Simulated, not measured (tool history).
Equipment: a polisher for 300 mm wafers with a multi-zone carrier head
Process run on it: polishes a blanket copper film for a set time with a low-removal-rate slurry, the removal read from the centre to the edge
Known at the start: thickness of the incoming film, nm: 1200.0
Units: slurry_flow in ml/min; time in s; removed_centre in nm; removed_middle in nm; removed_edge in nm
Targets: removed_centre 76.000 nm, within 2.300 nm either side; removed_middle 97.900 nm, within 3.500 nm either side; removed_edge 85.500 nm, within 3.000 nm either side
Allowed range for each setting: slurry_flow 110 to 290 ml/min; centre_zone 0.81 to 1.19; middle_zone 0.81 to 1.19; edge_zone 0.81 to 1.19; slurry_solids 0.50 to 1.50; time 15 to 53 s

| run | day | slurry_flow | centre_zone | middle_zone | edge_zone | slurry_solids | time | removed_centre | removed_middle | removed_edge |
|---|---|---|---|---|---|---|---|---|---|---|
| 1 | 0.000 | 185 | 1.00 | 1.00 | 1.00 | 1.00 | 34 | 129.490 | 123.550 | 129.110 |
| 2 | 0.079 | 185 | 1.00 | 1.00 | 0.96 | 1.00 | 34 | 127.880 | 125.990 | 127.010 |
| 3 | 0.400 | 180 | 0.97 | 1.01 | 0.93 | 0.90 | 32 | 113.140 | 115.650 | 112.770 |
| 4 | 0.454 | 180 | 0.97 | 1.01 | 0.93 | 0.70 | 32 | 107.560 | 106.560 | 107.250 |
| 5 | 0.571 | 150 | 0.97 | 1.01 | 0.93 | 0.70 | 32 | 100.240 | 105.710 | 102.810 |
| 6 | 0.788 | 150 | 0.97 | 0.96 | 0.93 | 0.70 | 32 | 101.740 | 98.548 | 103.640 |
| 7 | 1.088 | 140 | 0.94 | 0.98 | 0.91 | 0.65 | 32 | 95.069 | 96.835 | 101.230 |
| 8 | 1.325 | 165 | 0.87 | 1.08 | 0.81 | 0.50 | 28 | 74.755 | 88.345 | 79.097 |
| 9 | 1.500 | 170 | 0.86 | 1.10 | 0.83 | 0.50 | 28 | 75.017 | 91.036 | 78.548 |
| 10 | 1.742 | 170 | 0.85 | 1.10 | 0.86 | 0.55 | 28 | 74.699 | 92.133 | 84.060 |
| 11 | 2.017 | 175 | 0.85 | 1.11 | 0.86 | 0.55 | 28 | 75.988 | 94.710 | 85.268 |

Which of these 4 next moves meets every target?
| A | 2.292 | 160 | 0.84 | 1.10 | 0.89 | 0.55 | 28 | ? | ? | ? |
| B | 2.292 | 165 | 0.88 | 1.08 | 0.92 | 0.50 | 28 | ? | ? | ? |
| C | 2.292 | 230 | 0.87 | 1.06 | 0.87 | 0.55 | 27 | ? | ? | ? |
| D | 2.292 | 225 | 0.85 | 1.17 | 0.94 | 0.55 | 27 | ? | ? | ? |

| move | removed_centre | removed_middle | removed_edge |
|---|---|---|---|
| A | 72.866 | 92.819 | 84.444 |
| B | 74.612 | 89.408 | 83.751 |
| C | 77.716 | 92.143 | 84.257 |
| D | 75.792 | 99.715 | 86.993 |
A: its largest miss is bigger than the last run's
B: its largest miss is bigger than the last run's
C: its largest miss is bigger than the last run's
D: in spec on every target
So the answer is move D, the one that meets all the targets.
